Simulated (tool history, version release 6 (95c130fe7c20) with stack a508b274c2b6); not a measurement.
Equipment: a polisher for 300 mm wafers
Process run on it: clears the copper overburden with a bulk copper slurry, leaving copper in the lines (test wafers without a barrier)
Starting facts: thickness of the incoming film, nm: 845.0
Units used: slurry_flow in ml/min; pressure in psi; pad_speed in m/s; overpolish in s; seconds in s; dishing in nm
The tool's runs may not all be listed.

run	hour	slurry_flow	pressure	pad_speed	slurry_solids	overpolish	seconds	dishing
1	0.0	180	2.2	0.88	1.0	21	120.42	68.336
2	7.9	185	1.8	0.94	1.0	16	136.95	53.366
3	9.3	190	1.5	1.00	1.0	13	148.14	42.684
4	13.1	190	1.4	1.02	1.0	11	156.62	37.377
5	16.1	190	1.4	1.04	1.0	10	151.98	34.375
6	21.9	190	1.4	1.20	1.0	10	126.21	38.167

Run 7 is up next; what results do you expect?
7	26.3	190	1.4	1.20	1.0	10	?	?

seconds: 128.70 s
dishing: 38.352 nm
